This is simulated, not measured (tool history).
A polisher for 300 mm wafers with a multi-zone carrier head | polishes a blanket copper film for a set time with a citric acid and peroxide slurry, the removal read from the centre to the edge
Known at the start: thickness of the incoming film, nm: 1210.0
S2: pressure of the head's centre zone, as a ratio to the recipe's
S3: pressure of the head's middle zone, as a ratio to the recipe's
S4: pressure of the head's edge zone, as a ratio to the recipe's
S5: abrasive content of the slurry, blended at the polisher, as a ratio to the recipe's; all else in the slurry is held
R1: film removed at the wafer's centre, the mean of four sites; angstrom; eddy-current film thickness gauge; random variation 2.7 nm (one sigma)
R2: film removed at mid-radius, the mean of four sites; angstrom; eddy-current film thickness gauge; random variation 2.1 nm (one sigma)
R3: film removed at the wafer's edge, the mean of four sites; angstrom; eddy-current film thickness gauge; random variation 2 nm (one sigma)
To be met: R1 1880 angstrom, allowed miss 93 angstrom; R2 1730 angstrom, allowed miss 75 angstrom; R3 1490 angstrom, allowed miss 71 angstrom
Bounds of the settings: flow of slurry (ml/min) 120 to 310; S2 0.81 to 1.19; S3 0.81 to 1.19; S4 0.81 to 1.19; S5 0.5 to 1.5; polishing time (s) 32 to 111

Run 1, hour 0: flow of slurry (ml/min) 200, S2 1, S3 1, S4 1, S5 1, polishing time (s) 71. Result: R1 1160.3 angstrom, R2 1173.9 angstrom, R3 1153.5 angstrom.
Run 2, hour 0.7: flow of slurry (ml/min) 170, S2 1, S3 1, S4 1, S5 1, polishing time (s) 71. Result: R1 1098.1 angstrom, R2 1160.6 angstrom, R3 1118 angstrom.
Run 3, hour 8.4: flow of slurry (ml/min) 170, S2 1.07, S3 1, S4 1, S5 1, polishing time (s) 71. Result: R1 1209.6 angstrom, R2 1135.5 angstrom, R3 1106.4 angstrom.
Run 4, hour 17.4: flow of slurry (ml/min) 185, S2 1.09, S3 1.04, S4 1, S5 1.1, polishing time (s) 74. Result: R1 1343.7 angstrom, R2 1268.6 angstrom, R3 1222 angstrom.
Run 5, hour 20.5: flow of slurry (ml/min) 185, S2 1.09, S3 1.04, S4 1, S5 1.1, polishing time (s) 66. Result: R1 1185.4 angstrom, R2 1109.3 angstrom, R3 1074.3 angstrom.
Run 6, hour 28.4: flow of slurry (ml/min) 230, S2 1.09, S3 1.04, S4 1, S5 1.1, polishing time (s) 66. Result: R1 1232.2 angstrom, R2 1180.6 angstrom, R3 1114.4 angstrom.
At hour 36.6: worn pad replaced by a new one.
Run 7, hour 36.6: flow of slurry (ml/min) 275, S2 1.19, S3 1.11, S4 0.96, S5 1.35, polishing time (s) 84. Result: R1 2027.9 angstrom, R2 1876.3 angstrom, R3 1629.5 angstrom.
Run 8, hour 37.2: flow of slurry (ml/min) 265, S2 1.19, S3 1.11, S4 0.95, S5 1.35, polishing time (s) 84. Result: R1 1956 angstrom, R2 1831.9 angstrom, R3 1600.9 angstrom.

Which of these 5 next moves meets every target?
Run A, hour 37.8: flow of slurry (ml/min) 280, S2 1.16, S3 1.19, S4 0.88, S5 1.35, polishing time (s) 81. Result: R1 ?, R2 ?, R3 ?.
Run B, hour 37.8: flow of slurry (ml/min) 300, S2 1.03, S3 1.11, S4 0.91, S5 1.35, polishing time (s) 91. Result: R1 ?, R2 ?, R3 ?.
Run C, hour 37.8: flow of slurry (ml/min) 165, S2 1.05, S3 1.14, S4 0.99, S5 1.45, polishing time (s) 92. Result: R1 ?, R2 ?, R3 ?.
Run D, hour 37.8: flow of slurry (ml/min) 270, S2 1.19, S3 1.13, S4 0.94, S5 1.15, polishing time (s) 83. Result: R1 ?, R2 ?, R3 ?.
Run E, hour 37.8: flow of slurry (ml/min) 270, S2 1.18, S3 1.08, S4 0.93, S5 1.35, polishing time (s) 90. Result: R1 ?, R2 ?, R3 ?.

move      R1      R2      R3
   A  1871.6  1881.1  1470.8
   B  1877.7  2004.4  1687.9
   C  1833.8  1979.3  1723.5
   D  1867.6  1750.6  1478.2
   E  2105.7  1915.7  1674.2
A: brings the result that was furthest off to its target, and leaves another outside
B: further off than the last run
C: further off than the last run
D: meets every target
E: further off than the last run
Answer: D
